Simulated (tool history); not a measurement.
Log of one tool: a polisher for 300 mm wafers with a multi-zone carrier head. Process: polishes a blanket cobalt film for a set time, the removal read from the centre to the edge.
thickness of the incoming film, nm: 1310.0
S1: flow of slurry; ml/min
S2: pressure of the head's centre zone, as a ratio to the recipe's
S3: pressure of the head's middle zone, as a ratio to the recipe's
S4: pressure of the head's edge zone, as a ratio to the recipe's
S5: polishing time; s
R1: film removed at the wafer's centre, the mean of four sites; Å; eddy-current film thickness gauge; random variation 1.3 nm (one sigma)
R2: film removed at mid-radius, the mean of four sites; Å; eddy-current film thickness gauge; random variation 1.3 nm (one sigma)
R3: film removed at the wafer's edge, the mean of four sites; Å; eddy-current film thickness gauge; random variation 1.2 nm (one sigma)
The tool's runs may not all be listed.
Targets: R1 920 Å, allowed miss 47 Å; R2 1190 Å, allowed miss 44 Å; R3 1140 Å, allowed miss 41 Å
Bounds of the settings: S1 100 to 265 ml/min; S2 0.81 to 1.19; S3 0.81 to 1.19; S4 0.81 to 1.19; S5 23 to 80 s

run	day	S1	S2	S3	S4	S5	R1	R2	R3
1	0	170	1	1	1	51	1929.5	1951.1	2007.9
2	0.025	170	1	1	1	59	2289.1	2255.2	2298
3	0.096	170	1	1.06	1	59	2272.1	2334.3	2335.9
4	0.471	170	1	1.06	0.92	59	2225.7	2326.5	2225.9
5	0.604	170	1	1.06	0.92	64	2441.9	2569.9	2396.6
6	0.75	170	1	1.06	0.99	64	2437	2525.7	2516.4
7	0.942	155	0.96	1.06	0.97	53	1915.2	2041.2	1976.4
8	1.217	105	0.86	1.13	1.07	39	1067.4	1387.6	1429.4
9	1.492	105	0.86	1.13	1.04	37	1031	1312.5	1329.1
10	1.646	105	0.85	1.13	1.02	36	976.52	1274	1265.1
11	1.683	105	0.85	1.12	1	36	968.37	1265.5	1275.3
12	1.867	105	0.85	1.12	0.97	35	942.23	1238.5	1224.7
# day 2.096: slurry nozzle cleaned
13	2.096	105	0.86	1.11	0.88	33	1085.7	1335.3	1194.4
14	2.204	105	0.85	1.11	0.89	32	1023.7	1303.4	1161.2
15	2.521	105	0.84	1.1	0.9	32	1007.8	1282.4	1152.1
16	2.633	105	0.84	1.1	0.92	32	1018.1	1306.9	1178.8
17	2.946	105	0.85	1.12	0.93	32	1055.5	1319.1	1198.6
18	3.2	105	0.84	1.11	0.93	32	1025.7	1287	1179.7
19	3.229	105	0.84	1.11	0.95	32	1015.3	1282.6	1215.7
20	3.288	105	0.84	1.11	0.95	32	1012.8	1315.4	1209.3
21	3.658	105	0.85	1.13	0.96	32	1030.3	1346.4	1222.8
22	4.004	105	0.84	1.12	0.96	32	1019.8	1301.8	1199.8
23	4.038	105	0.83	1.11	0.97	31	958.96	1252	1157.8
24	4.333	105	0.83	1.1	0.98	31	950.57	1236	1191.7

Which of these 4 next moves meets every target?
A	4.629	100	0.82	1.02	1.05	31	?	?	?
B	4.629	100	0.85	1.01	1.03	32	?	?	?
C	4.629	110	0.85	1.09	1.06	30	?	?	?
D	4.629	100	0.84	1.1	0.96	30	?	?	?

move	R1	R2	R3
A	953.31	1170.1	1213.3
B	1020.3	1197.7	1240.8
C	987.92	1231.5	1200.9
D	945.8	1207.6	1123.1
A: further off than the last run
B: further off than the last run
C: further off than the last run
D: meets every target
Answer: D
